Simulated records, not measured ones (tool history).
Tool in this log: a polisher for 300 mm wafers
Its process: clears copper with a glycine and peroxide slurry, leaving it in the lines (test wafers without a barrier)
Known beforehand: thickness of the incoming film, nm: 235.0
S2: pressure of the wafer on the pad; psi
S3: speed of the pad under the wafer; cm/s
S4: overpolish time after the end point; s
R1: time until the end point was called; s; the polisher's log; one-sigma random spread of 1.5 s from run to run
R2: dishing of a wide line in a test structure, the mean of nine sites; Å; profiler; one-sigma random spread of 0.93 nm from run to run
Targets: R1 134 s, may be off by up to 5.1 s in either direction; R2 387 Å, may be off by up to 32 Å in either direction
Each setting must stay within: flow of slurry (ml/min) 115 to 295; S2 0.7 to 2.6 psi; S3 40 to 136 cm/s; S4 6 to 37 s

Run 1, hour 0: flow of slurry (ml/min) 190, S2 1.6 psi, S3 88 cm/s, S4 19 s. Result: R1 74.454 s, R2 459.87 Å.
Run 2, hour 5: flow of slurry (ml/min) 190, S2 1.9 psi, S3 88 cm/s, S4 19 s. Result: R1 66.721 s, R2 525.19 Å.
Run 3, hour 13.6: flow of slurry (ml/min) 185, S2 1.6 psi, S3 80 cm/s, S4 21 s. Result: R1 78.399 s, R2 509.11 Å.
Run 4, hour 16.6: flow of slurry (ml/min) 180, S2 1.4 psi, S3 72 cm/s, S4 22 s. Result: R1 90.262 s, R2 468.4 Å.
Run 5, hour 19.6: flow of slurry (ml/min) 180, S2 1.4 psi, S3 72 cm/s, S4 17 s. Result: R1 90.166 s, R2 380.73 Å.
Run 6, hour 24: flow of slurry (ml/min) 150, S2 1.4 psi, S3 72 cm/s, S4 17 s. Result: R1 94.479 s, R2 373.81 Å.
Run 7, hour 30.3: flow of slurry (ml/min) 145, S2 1.2 psi, S3 70 cm/s, S4 19 s. Result: R1 102.27 s, R2 362.86 Å.
Run 8, hour 37.3: flow of slurry (ml/min) 140, S2 1.1 psi, S3 66 cm/s, S4 21 s. Result: R1 111.78 s, R2 388.77 Å.
Run 9, hour 41: flow of slurry (ml/min) 140, S2 1 psi, S3 66 cm/s, S4 22 s. Result: R1 116.73 s, R2 373.53 Å.
Run 10, hour 41.6: flow of slurry (ml/min) 140, S2 0.9 psi, S3 66 cm/s, S4 23 s. Result: R1 120.07 s, R2 369.29 Å.

5 next moves are on the table. One of them brings every result within its allowed miss. Which?
Run A, hour 42.2: flow of slurry (ml/min) 145, S2 1.3 psi, S3 56 cm/s, S4 19 s. Result: R1 ?, R2 ?.
Run B, hour 42.2: flow of slurry (ml/min) 155, S2 0.8 psi, S3 56 cm/s, S4 26 s. Result: R1 ?, R2 ?.
Run C, hour 42.2: flow of slurry (ml/min) 120, S2 0.8 psi, S3 92 cm/s, S4 20 s. Result: R1 ?, R2 ?.
Run D, hour 42.2: flow of slurry (ml/min) 160, S2 0.8 psi, S3 94 cm/s, S4 23 s. Result: R1 ?, R2 ?.
Run E, hour 42.2: flow of slurry (ml/min) 155, S2 1 psi, S3 72 cm/s, S4 22 s. Result: R1 ?, R2 ?.

move      R1      R2
   A  107.76  350.21
   B  131.53  386.06
   C  112.06  347.04
   D  106.25  410.77
   E  108.77  392.08
A: lands further from the targets than the last run did
B: every result within its allowed miss
C: lands further from the targets than the last run did
D: lands further from the targets than the last run did
E: lands further from the targets than the last run did
So the answer is move B, the one that meets all the targets.

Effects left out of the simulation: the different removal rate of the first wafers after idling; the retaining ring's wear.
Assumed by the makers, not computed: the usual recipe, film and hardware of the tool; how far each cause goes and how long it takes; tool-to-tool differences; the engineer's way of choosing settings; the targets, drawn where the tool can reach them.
